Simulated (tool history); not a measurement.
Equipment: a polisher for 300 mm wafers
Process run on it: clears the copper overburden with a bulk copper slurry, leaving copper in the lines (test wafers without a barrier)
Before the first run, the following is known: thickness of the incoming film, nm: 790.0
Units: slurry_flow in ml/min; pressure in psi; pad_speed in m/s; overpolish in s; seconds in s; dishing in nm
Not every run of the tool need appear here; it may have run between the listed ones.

| run | day | slurry_flow | pressure | pad_speed | slurry_solids | overpolish | seconds | dishing |
|---|---|---|---|---|---|---|---|---|
| 1 | 0 | 185 | 2.6 | 1.36 | 1 | 9 | 67.481 | 51.135 |
| 2 | 0.188 | 185 | 2.6 | 1.04 | 1 | 9 | 86.918 | 43.144 |
| 3 | 0.325 | 170 | 2.6 | 1.04 | 1 | 9 | 88.218 | 44.234 |
| 4 | 0.683 | 150 | 2.6 | 1.04 | 1 | 9 | 93.154 | 41.192 |
| 5 | 0.871 | 155 | 2.4 | 1.04 | 1 | 7 | 95.259 | 33.512 |
| 6 | 1.229 | 155 | 2.4 | 1.04 | 1 | 9 | 98.19 | 40.062 |
| 7 | 1.538 | 155 | 2.2 | 1.04 | 1 | 8 | 105.62 | 33.909 |
| 8 | 1.783 | 150 | 2.1 | 1.04 | 1 | 7 | 110.18 | 30.009 |
| 9 | 2.054 | 145 | 2 | 1.04 | 1 | 7 | 117.72 | 29.087 |
| 10 | 2.117 | 145 | 2 | 1.04 | 1 | 7 | 119.26 | 28.791 |
| 11 | 2.188 | 140 | 2 | 1.04 | 1 | 7 | 119.62 | 28.426 |
| 12 | 2.462 | 135 | 2 | 1.04 | 1 | 7 | 121.09 | 27.854 |

Run 13 is up next; what results do you expect?
| 13 | 2.75 | 130 | 2 | 1.04 | 1 | 7 | ? | ? |

seconds: 121.2 s
dishing: 27.822 nm
